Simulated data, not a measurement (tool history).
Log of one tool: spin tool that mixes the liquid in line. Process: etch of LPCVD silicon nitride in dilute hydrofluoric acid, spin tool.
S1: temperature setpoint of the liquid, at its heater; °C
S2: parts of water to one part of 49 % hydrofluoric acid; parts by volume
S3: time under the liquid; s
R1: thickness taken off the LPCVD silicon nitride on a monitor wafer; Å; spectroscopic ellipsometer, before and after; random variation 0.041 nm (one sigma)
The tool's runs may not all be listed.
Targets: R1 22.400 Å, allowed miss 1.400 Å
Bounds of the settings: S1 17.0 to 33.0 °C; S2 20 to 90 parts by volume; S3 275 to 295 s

run 1 hour=0.0 | S1=25.0 S2=50 S3=275 | R1=25.474
run 2 hour=3.5 | S1=24.5 S2=50 S3=275 | R1=25.150
run 3 hour=8.8 | S1=24.5 S2=50 S3=275 | R1=25.398
run 4 hour=12.3 | S1=24.5 S2=35 S3=275 | R1=34.164
run 5 hour=20.9 | S1=23.5 S2=35 S3=275 | R1=32.711
run 6 hour=24.6 | S1=25.5 S2=35 S3=275 | R1=36.716
run 7 hour=28.2 | S1=21.5 S2=40 S3=275 | R1=25.782
run 8 hour=34.5 | S1=21.0 S2=40 S3=275 | R1=24.440

5 next moves are on the table. One of them brings every result within its allowed miss. Which?
run A hour=40.8 | S1=26.5 S2=55 S3=275 | R1=?
run B hour=40.8 | S1=18.5 S2=40 S3=295 | R1=?
run C hour=40.8 | S1=18.0 S2=45 S3=290 | R1=?
run D hour=40.8 | S1=20.0 S2=35 S3=295 | R1=?
run E hour=40.8 | S1=22.5 S2=40 S3=295 | R1=?

move=A R1=26.410
move=B R1=22.229
move=C R1=18.818
move=D R1=28.129
move=E R1=29.448
A: further off than the last run
B: meets every target
C: takes the result that was furthest off past its target
D: further off than the last run
E: further off than the last run
Answer: B
